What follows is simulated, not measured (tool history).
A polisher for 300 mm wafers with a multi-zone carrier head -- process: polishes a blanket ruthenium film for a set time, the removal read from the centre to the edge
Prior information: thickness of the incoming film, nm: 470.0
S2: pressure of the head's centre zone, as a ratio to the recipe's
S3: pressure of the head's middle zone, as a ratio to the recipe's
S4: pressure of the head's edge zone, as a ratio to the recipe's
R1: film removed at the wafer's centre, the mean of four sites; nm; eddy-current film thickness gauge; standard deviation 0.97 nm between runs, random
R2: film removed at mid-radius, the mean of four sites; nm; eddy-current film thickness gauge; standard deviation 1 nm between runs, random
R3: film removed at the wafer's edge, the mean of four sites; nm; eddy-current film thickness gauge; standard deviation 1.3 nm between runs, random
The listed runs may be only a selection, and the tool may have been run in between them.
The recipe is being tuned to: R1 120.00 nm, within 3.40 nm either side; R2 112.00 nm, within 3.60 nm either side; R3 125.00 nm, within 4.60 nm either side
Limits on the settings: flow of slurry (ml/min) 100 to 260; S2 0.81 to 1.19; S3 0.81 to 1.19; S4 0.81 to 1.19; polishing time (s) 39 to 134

Run 1, day 0.000: flow of slurry (ml/min) 165, S2 1.00, S3 1.00, S4 1.00, polishing time (s) 86. Result: R1 138.18 nm, R2 142.31 nm, R3 142.40 nm.
Run 2, day 0.129: flow of slurry (ml/min) 165, S2 1.04, S3 1.00, S4 1.00, polishing time (s) 86. Result: R1 144.90 nm, R2 141.92 nm, R3 143.22 nm.
Run 3, day 0.421: flow of slurry (ml/min) 165, S2 1.04, S3 1.00, S4 1.00, polishing time (s) 107. Result: R1 179.63 nm, R2 176.34 nm, R3 178.12 nm.
Run 4, day 0.542: flow of slurry (ml/min) 165, S2 1.04, S3 0.94, S4 1.00, polishing time (s) 107. Result: R1 179.57 nm, R2 168.48 nm, R3 176.36 nm.
Run 5, day 0.733: flow of slurry (ml/min) 165, S2 1.04, S3 1.02, S4 1.00, polishing time (s) 107. Result: R1 177.79 nm, R2 178.25 nm, R3 177.17 nm.
Run 6, day 0.788: flow of slurry (ml/min) 165, S2 1.04, S3 1.02, S4 1.00, polishing time (s) 121. Result: R1 203.93 nm, R2 204.92 nm, R3 199.91 nm.
Run 7, day 0.929: flow of slurry (ml/min) 150, S2 1.02, S3 0.97, S4 0.98, polishing time (s) 108. Result: R1 176.12 nm, R2 171.70 nm, R3 175.43 nm.
Run 8, day 1.238: flow of slurry (ml/min) 140, S2 1.00, S3 0.93, S4 0.96, polishing time (s) 99. Result: R1 156.01 nm, R2 151.05 nm, R3 156.75 nm.
Run 9, day 1.362: flow of slurry (ml/min) 130, S2 0.99, S3 0.90, S4 0.95, polishing time (s) 93. Result: R1 142.14 nm, R2 135.02 nm, R3 148.93 nm.
Run 10, day 1.721: flow of slurry (ml/min) 130, S2 0.98, S3 0.88, S4 0.92, polishing time (s) 89. Result: R1 133.07 nm, R2 129.27 nm, R3 138.59 nm.
Run 11, day 2.008: flow of slurry (ml/min) 125, S2 0.98, S3 0.86, S4 0.91, polishing time (s) 87. Result: R1 131.39 nm, R2 120.74 nm, R3 134.78 nm.
Run 12, day 2.279: flow of slurry (ml/min) 125, S2 0.98, S3 0.86, S4 0.91, polishing time (s) 87. Result: R1 132.02 nm, R2 121.92 nm, R3 133.61 nm.
Run 13, day 2.362: flow of slurry (ml/min) 120, S2 0.97, S3 0.85, S4 0.90, polishing time (s) 86. Result: R1 126.83 nm, R2 117.01 nm, R3 131.08 nm.
Run 14, day 2.575: flow of slurry (ml/min) 120, S2 0.97, S3 0.85, S4 0.90, polishing time (s) 86. Result: R1 125.00 nm, R2 115.77 nm, R3 133.32 nm.
Run 15, day 2.738: flow of slurry (ml/min) 120, S2 0.97, S3 0.85, S4 0.88, polishing time (s) 85. Result: R1 126.44 nm, R2 117.43 nm, R3 132.52 nm.
Run 16, day 2.858: flow of slurry (ml/min) 125, S2 0.97, S3 0.85, S4 0.88, polishing time (s) 83. Result: R1 124.02 nm, R2 113.40 nm, R3 125.86 nm.

Which single option among these 5 for the next run brings every result within its allowed miss of target? Just one does.
Run A, day 2.979: flow of slurry (ml/min) 145, S2 0.99, S3 0.85, S4 0.82, polishing time (s) 82. Result: R1 ?, R2 ?, R3 ?.
Run B, day 2.979: flow of slurry (ml/min) 135, S2 1.03, S3 0.85, S4 0.94, polishing time (s) 79. Result: R1 ?, R2 ?, R3 ?.
Run C, day 2.979: flow of slurry (ml/min) 170, S2 1.05, S3 0.92, S4 0.82, polishing time (s) 76. Result: R1 ?, R2 ?, R3 ?.
Run D, day 2.979: flow of slurry (ml/min) 120, S2 0.97, S3 0.86, S4 0.90, polishing time (s) 82. Result: R1 ?, R2 ?, R3 ?.
Run E, day 2.979: flow of slurry (ml/min) 135, S2 1.02, S3 0.82, S4 0.82, polishing time (s) 84. Result: R1 ?, R2 ?, R3 ?.

move      R1      R2      R3
   A  127.26  114.59  125.43
   B  125.89  109.05  125.42
   C  128.73  116.19  118.23
   D  120.13  111.97  126.35
   E  132.52  112.62  127.45
A: its largest miss is bigger than the last run's
B: its largest miss is bigger than the last run's
C: its largest miss is bigger than the last run's
D: every result lands within tolerance
E: its largest miss is bigger than the last run's
The right move is D.
